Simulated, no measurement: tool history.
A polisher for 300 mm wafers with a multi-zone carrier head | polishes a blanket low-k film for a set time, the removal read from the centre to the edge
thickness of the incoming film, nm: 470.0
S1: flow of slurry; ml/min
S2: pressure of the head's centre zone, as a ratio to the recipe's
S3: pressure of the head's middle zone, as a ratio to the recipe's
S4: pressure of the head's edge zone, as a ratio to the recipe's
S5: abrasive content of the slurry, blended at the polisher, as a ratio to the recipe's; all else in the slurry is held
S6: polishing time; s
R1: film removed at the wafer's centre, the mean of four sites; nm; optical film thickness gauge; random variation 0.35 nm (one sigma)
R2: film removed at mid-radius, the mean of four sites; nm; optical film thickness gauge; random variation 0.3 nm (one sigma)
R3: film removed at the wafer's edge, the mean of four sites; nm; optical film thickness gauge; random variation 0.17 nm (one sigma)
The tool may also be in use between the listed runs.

run	day	S1	S2	S3	S4	S5	S6	R1	R2	R3
1	0.000	175	1.00	1.00	1.00	1.00	85	16.016	15.778	16.019
2	0.171	185	1.02	1.02	1.04	1.15	89	17.866	17.846	18.409
3	0.467	185	1.02	1.02	1.04	1.25	89	18.677	18.613	18.942
4	0.504	185	1.02	1.02	1.04	1.35	89	19.529	19.006	19.447
5	0.683	185	1.02	1.05	1.04	1.35	89	19.140	19.890	19.409
6	0.904	200	1.05	1.06	1.07	1.40	93	21.086	20.944	21.176
7	1.083	205	1.08	1.08	1.08	1.45	97	22.758	23.284	22.712
# day 1.262: worn pad replaced by a new one
8	1.262	210	1.10	1.08	1.09	1.45	99	25.960	24.337	24.826
9	1.400	220	1.11	1.09	1.10	1.45	99	26.101	25.227	24.895
10	1.671	230	1.11	1.09	1.11	1.45	99	25.863	24.994	25.235

Forecast run 11:
11	1.754	235	1.12	1.09	1.12	1.45	99	?	?	?

{"run 11": {"R1": 26.368, "R2": 25.49, "R3": 25.319}}
